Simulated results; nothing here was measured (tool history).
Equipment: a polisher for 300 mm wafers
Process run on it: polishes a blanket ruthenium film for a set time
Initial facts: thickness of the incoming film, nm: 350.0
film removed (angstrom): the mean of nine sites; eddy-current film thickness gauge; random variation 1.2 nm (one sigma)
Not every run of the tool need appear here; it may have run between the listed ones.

| run | hour | flow of slurry (ml/min) | pressure of the wafer on the pad (psi) | speed of the pad under the wafer (m/s) | polishing time (s) | film removed (angstrom) |
|---|---|---|---|---|---|---|
| 1 | 0 | 210 | 2.3 | 0.8 | 106 | 1051.5 |
| 2 | 1 | 180 | 2.3 | 0.8 | 106 | 1014.4 |
| 3 | 4.4 | 195 | 2.4 | 0.8 | 106 | 1070.7 |
| 4 | 11.4 | 195 | 2.4 | 0.94 | 106 | 1235.9 |
| 5 | 18 | 205 | 2.4 | 0.94 | 106 | 1232.3 |
| 6 | 20.3 | 210 | 2.5 | 0.94 | 106 | 1274.6 |
| 7 | 24.2 | 210 | 2.6 | 0.94 | 106 | 1321.9 |

What does the tool deliver on the next run?
| 8 | 30.6 | 215 | 2.7 | 0.94 | 106 | ? |

{"run 8": {"film removed (angstrom)": 1395.3}}
